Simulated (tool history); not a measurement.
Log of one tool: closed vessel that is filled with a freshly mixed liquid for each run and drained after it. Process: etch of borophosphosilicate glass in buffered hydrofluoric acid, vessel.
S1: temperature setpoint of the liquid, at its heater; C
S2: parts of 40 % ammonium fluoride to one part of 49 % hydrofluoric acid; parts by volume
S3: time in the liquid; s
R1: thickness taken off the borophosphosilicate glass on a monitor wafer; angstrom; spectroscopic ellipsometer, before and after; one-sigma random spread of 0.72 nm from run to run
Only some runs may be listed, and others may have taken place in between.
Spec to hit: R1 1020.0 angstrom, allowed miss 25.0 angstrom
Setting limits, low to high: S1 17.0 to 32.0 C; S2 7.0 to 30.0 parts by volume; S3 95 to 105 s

{"run": 1, "day": 0.0, "S1": 24.0, "S2": 20.0, "S3": 95, "R1": 1583.2}
{"run": 2, "day": 0.367, "S1": 22.5, "S2": 20.5, "S3": 95, "R1": 1442.6}
{"run": 3, "day": 0.471, "S1": 24.5, "S2": 20.5, "S3": 95, "R1": 1598.0}
{"run": 4, "day": 0.75, "S1": 24.5, "S2": 20.5, "S3": 95, "R1": 1600.0}
{"run": 5, "day": 0.846, "S1": 23.0, "S2": 21.0, "S3": 95, "R1": 1461.2}
{"run": 6, "day": 1.167, "S1": 22.0, "S2": 21.5, "S3": 95, "R1": 1350.9}
{"run": 7, "day": 1.283, "S1": 21.0, "S2": 21.5, "S3": 95, "R1": 1310.1}
{"run": 8, "day": 1.529, "S1": 21.0, "S2": 21.5, "S3": 95, "R1": 1274.4}
{"run": 9, "day": 1.804, "S1": 21.0, "S2": 21.5, "S3": 95, "R1": 1274.3}
{"run": 10, "day": 1.9, "S1": 21.0, "S2": 21.5, "S3": 95, "R1": 1272.5}
{"run": 11, "day": 1.929, "S1": 20.0, "S2": 21.5, "S3": 95, "R1": 1211.5}
{"run": 12, "day": 2.154, "S1": 19.5, "S2": 21.5, "S3": 95, "R1": 1182.5}
{"run": 13, "day": 2.467, "S1": 19.0, "S2": 21.5, "S3": 95, "R1": 1146.8}
{"run": 14, "day": 2.812, "S1": 18.5, "S2": 21.5, "S3": 95, "R1": 1114.9}
{"run": 15, "day": 2.883, "S1": 18.0, "S2": 21.5, "S3": 95, "R1": 1085.0}
{"run": 16, "day": 3.033, "S1": 17.5, "S2": 21.5, "S3": 95, "R1": 1065.5}

Which one of the following 4 next-run settings gets every result inside its allowed miss? There is exactly one.
{"run": "A", "day": 3.183, "S1": 19.5, "S2": 24.0, "S3": 95, "R1": "?"}
{"run": "B", "day": 3.183, "S1": 18.5, "S2": 22.0, "S3": 95, "R1": "?"}
{"run": "C", "day": 3.183, "S1": 17.5, "S2": 22.0, "S3": 105, "R1": "?"}
{"run": "D", "day": 3.183, "S1": 17.0, "S2": 22.0, "S3": 95, "R1": "?"}

move=A R1=1103.1
move=B R1=1108.0
move=C R1=1157.6
move=D R1=1018.2
A: further off than the last run
B: further off than the last run
C: further off than the last run
D: all results land within tolerance of their targets
Go with D: it meets all targets.
